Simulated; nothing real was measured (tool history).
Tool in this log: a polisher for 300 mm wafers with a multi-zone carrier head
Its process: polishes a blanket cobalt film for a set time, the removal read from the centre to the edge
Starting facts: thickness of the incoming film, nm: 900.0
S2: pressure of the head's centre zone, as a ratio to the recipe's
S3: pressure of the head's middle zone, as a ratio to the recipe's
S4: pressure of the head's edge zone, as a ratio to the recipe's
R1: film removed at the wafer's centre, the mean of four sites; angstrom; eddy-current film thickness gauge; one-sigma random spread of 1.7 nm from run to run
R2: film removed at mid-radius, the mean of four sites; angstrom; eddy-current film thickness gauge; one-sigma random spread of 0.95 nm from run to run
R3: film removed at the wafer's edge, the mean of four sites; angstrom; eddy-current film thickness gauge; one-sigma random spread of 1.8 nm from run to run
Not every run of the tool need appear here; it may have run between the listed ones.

{"run": 1, "hour": 0.0, "flow of slurry (ml/min)": 225, "S2": 1.0, "S3": 1.0, "S4": 1.0, "polishing time (s)": 72, "R1": 2889.4, "R2": 2884.2, "R3": 2962.9}
{"run": 2, "hour": 4.2, "flow of slurry (ml/min)": 225, "S2": 1.0, "S3": 1.0, "S4": 1.0, "polishing time (s)": 85, "R1": 3498.5, "R2": 3382.8, "R3": 3475.5}
{"run": 3, "hour": 10.0, "flow of slurry (ml/min)": 220, "S2": 0.99, "S3": 0.98, "S4": 0.98, "polishing time (s)": 78, "R1": 3085.0, "R2": 3057.2, "R3": 3137.7}
{"run": 4, "hour": 18.2, "flow of slurry (ml/min)": 180, "S2": 0.99, "S3": 0.98, "S4": 0.98, "polishing time (s)": 78, "R1": 3003.1, "R2": 2979.1, "R3": 3060.9}
{"run": 5, "hour": 23.0, "flow of slurry (ml/min)": 175, "S2": 0.99, "S3": 0.96, "S4": 0.97, "polishing time (s)": 73, "R1": 2807.1, "R2": 2752.7, "R3": 2838.6}
{"run": 6, "hour": 26.1, "flow of slurry (ml/min)": 175, "S2": 0.99, "S3": 0.96, "S4": 0.97, "polishing time (s)": 80, "R1": 3105.2, "R2": 3023.2, "R3": 3121.9}
{"run": 7, "hour": 28.4, "flow of slurry (ml/min)": 170, "S2": 0.99, "S3": 0.94, "S4": 0.96, "polishing time (s)": 74, "R1": 2792.0, "R2": 2673.1, "R3": 2857.5}
{"run": 8, "hour": 34.8, "flow of slurry (ml/min)": 165, "S2": 0.98, "S3": 0.93, "S4": 0.94, "polishing time (s)": 70, "R1": 2621.7, "R2": 2522.5, "R3": 2696.0}

Estimate the outcome of run 9 from the log above:
{"run": 9, "hour": 35.7, "flow of slurry (ml/min)": 160, "S2": 0.98, "S3": 0.93, "S4": 0.93, "polishing time (s)": 66, "R1": "?", "R2": "?", "R3": "?"}

{"run 9": {"R1": 2427.7, "R2": 2333.4, "R3": 2459.5}}
